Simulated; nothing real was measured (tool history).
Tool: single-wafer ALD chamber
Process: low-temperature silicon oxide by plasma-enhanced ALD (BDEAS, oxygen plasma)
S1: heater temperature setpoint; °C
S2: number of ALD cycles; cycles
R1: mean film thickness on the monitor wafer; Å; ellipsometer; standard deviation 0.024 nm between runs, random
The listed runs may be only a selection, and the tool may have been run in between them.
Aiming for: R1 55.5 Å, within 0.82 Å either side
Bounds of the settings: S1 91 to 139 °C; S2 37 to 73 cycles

| run | hour | S1 | S2 | R1 |
|---|---|---|---|---|
| 1 | 0 | 115 | 55 | 76.21 |
| 2 | 6.9 | 116 | 53 | 72.97 |
| 3 | 12.7 | 110 | 53 | 73.515 |
| 4 | 20.9 | 104 | 53 | 74.657 |
| 5 | 25.8 | 104 | 56 | 79.278 |
| 6 | 31.5 | 106 | 54 | 76.342 |
| 7 | 34.4 | 108 | 52 | 72.657 |
| 8 | 37.8 | 109 | 51 | 71.268 |
| 9 | 39.6 | 110 | 50 | 69.705 |
| 10 | 47.4 | 111 | 49 | 68.216 |
| 11 | 49.4 | 112 | 48 | 67.118 |
| 12 | 56.8 | 113 | 47 | 65.231 |
| 13 | 64.4 | 113 | 47 | 65.196 |
| 14 | 68.3 | 114 | 46 | 63.832 |
| 15 | 76.8 | 114 | 46 | 63.88 |
| 16 | 84.6 | 124 | 37 | 50.563 |
| 17 | 93.2 | 122 | 37 | 50.47 |
| 18 | 98.4 | 120 | 37 | 50.955 |
| 19 | 104.6 | 118 | 37 | 50.675 |
| 20 | 112.6 | 118 | 37 | 51.011 |
| 21 | 116.4 | 117 | 37 | 51.158 |
| 22 | 118.8 | 116 | 37 | 51.028 |
| 23 | 126.6 | 111 | 43 | 60.208 |
| 24 | 132.4 | 113 | 43 | 59.793 |
| 25 | 139.2 | 125 | 39 | 52.879 |
| 26 | 145.2 | 124 | 39 | 53.001 |

Which of these 5 next moves meets every target?
| A | 151.2 | 122 | 37 | ? |
| B | 151.2 | 128 | 38 | ? |
| C | 151.2 | 121 | 39 | ? |
| D | 151.2 | 126 | 41 | ? |
| E | 151.2 | 126 | 40 | ? |

| move | R1 |
|---|---|
| A | 50.19 |
| B | 50.94 |
| C | 53.006 |
| D | 55.179 |
| E | 53.834 |
A: lands further from the targets than the last run did
B: lands further from the targets than the last run did
C: as far off as the last run
D: every result within its allowed miss
E: closes in on the targets versus the last run, not all within tolerance yet
So the answer is move D, the one that meets all the targets.
